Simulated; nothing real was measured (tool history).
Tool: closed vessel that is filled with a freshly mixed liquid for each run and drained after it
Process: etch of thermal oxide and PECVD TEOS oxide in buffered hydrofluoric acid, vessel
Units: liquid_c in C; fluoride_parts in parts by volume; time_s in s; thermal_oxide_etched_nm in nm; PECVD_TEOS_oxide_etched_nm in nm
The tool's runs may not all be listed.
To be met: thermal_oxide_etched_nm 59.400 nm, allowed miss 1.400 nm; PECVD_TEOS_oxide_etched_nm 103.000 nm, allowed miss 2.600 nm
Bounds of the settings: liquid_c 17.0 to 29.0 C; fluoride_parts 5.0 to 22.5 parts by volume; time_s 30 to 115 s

Run 1, day 0.000: liquid_c 21.0 C, fluoride_parts 13.5 parts by volume, time_s 60 s. Result: thermal_oxide_etched_nm 45.918 nm, PECVD_TEOS_oxide_etched_nm 78.447 nm.
Run 2, day 0.129: liquid_c 19.0 C, fluoride_parts 13.5 parts by volume, time_s 60 s. Result: thermal_oxide_etched_nm 40.971 nm, PECVD_TEOS_oxide_etched_nm 70.385 nm.
Run 3, day 0.496: liquid_c 21.0 C, fluoride_parts 13.5 parts by volume, time_s 60 s. Result: thermal_oxide_etched_nm 45.671 nm, PECVD_TEOS_oxide_etched_nm 77.694 nm.
Run 4, day 0.600: liquid_c 21.0 C, fluoride_parts 10.0 parts by volume, time_s 60 s. Result: thermal_oxide_etched_nm 60.481 nm, PECVD_TEOS_oxide_etched_nm 105.680 nm.
Run 5, day 0.967: liquid_c 21.0 C, fluoride_parts 12.0 parts by volume, time_s 60 s. Result: thermal_oxide_etched_nm 50.607 nm, PECVD_TEOS_oxide_etched_nm 88.229 nm.
Run 6, day 1.333: liquid_c 22.0 C, fluoride_parts 12.0 parts by volume, time_s 60 s. Result: thermal_oxide_etched_nm 53.879 nm, PECVD_TEOS_oxide_etched_nm 92.983 nm.
Run 7, day 1.571: liquid_c 22.5 C, fluoride_parts 12.0 parts by volume, time_s 60 s. Result: thermal_oxide_etched_nm 55.869 nm, PECVD_TEOS_oxide_etched_nm 95.880 nm.
Run 8, day 1.796: liquid_c 22.5 C, fluoride_parts 12.0 parts by volume, time_s 60 s. Result: thermal_oxide_etched_nm 56.052 nm, PECVD_TEOS_oxide_etched_nm 96.567 nm.
Run 9, day 1.833: liquid_c 22.5 C, fluoride_parts 12.0 parts by volume, time_s 60 s. Result: thermal_oxide_etched_nm 55.443 nm, PECVD_TEOS_oxide_etched_nm 96.200 nm.
Run 10, day 1.933: liquid_c 22.5 C, fluoride_parts 12.0 parts by volume, time_s 60 s. Result: thermal_oxide_etched_nm 54.872 nm, PECVD_TEOS_oxide_etched_nm 95.594 nm.
Run 11, day 2.096: liquid_c 23.0 C, fluoride_parts 12.0 parts by volume, time_s 60 s. Result: thermal_oxide_etched_nm 56.694 nm, PECVD_TEOS_oxide_etched_nm 98.559 nm.
Run 12, day 2.246: liquid_c 23.0 C, fluoride_parts 12.0 parts by volume, time_s 60 s. Result: thermal_oxide_etched_nm 57.891 nm, PECVD_TEOS_oxide_etched_nm 97.895 nm.

Which of these 5 next moves meets every target?
Run A, day 2.396: liquid_c 22.5 C, fluoride_parts 13.0 parts by volume, time_s 70 s. Result: thermal_oxide_etched_nm ?, PECVD_TEOS_oxide_etched_nm ?.
Run B, day 2.396: liquid_c 25.0 C, fluoride_parts 12.5 parts by volume, time_s 55 s. Result: thermal_oxide_etched_nm ?, PECVD_TEOS_oxide_etched_nm ?.
Run C, day 2.396: liquid_c 27.5 C, fluoride_parts 17.0 parts by volume, time_s 65 s. Result: thermal_oxide_etched_nm ?, PECVD_TEOS_oxide_etched_nm ?.
Run D, day 2.396: liquid_c 20.0 C, fluoride_parts 15.5 parts by volume, time_s 90 s. Result: thermal_oxide_etched_nm ?, PECVD_TEOS_oxide_etched_nm ?.
Run E, day 2.396: liquid_c 25.0 C, fluoride_parts 11.5 parts by volume, time_s 50 s. Result: thermal_oxide_etched_nm ?, PECVD_TEOS_oxide_etched_nm ?.

move  thermal_oxide_etched_nm  PECVD_TEOS_oxide_etched_nm
   A                   60.363                     103.460
   B                   56.502                      96.839
   C                   56.501                      96.838
   D                   56.824                      97.391
   E                   55.726                      95.508
A: meets every target
B: further off than the last run
C: further off than the last run
D: further off than the last run
E: further off than the last run
Move A is the one to make.
